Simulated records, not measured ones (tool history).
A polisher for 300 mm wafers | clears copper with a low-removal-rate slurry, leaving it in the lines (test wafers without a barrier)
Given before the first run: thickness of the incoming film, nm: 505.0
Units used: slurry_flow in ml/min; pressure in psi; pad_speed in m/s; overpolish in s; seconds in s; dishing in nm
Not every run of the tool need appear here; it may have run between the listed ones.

run  hour  slurry_flow  pressure  pad_speed  slurry_solids  overpolish  seconds  dishing
  1     0          220       2.9       1.26              1          14   191.17   30.453
  2   4.3          220         3       1.26              1          15   177.02   33.578
  3   7.1          220       3.1       1.26              1          16   171.41   36.419
  4    13          220       3.2       1.26              1          17   166.01   39.194
  5  19.4          220       3.2       1.26            1.1          17   165.84   40.212
  6  21.4          220       3.2       1.26           0.95          17   167.11    38.63
  7  25.3          220       3.2       1.26           0.95          18   170.09   40.562
  8  28.1          220       3.3       1.26           0.95          18   167.93   41.971

What will run 9 give?
  9  29.2          220       3.4       1.26           0.95          18        ?        ?

seconds: 157.45 s
dishing: 43.856 nm
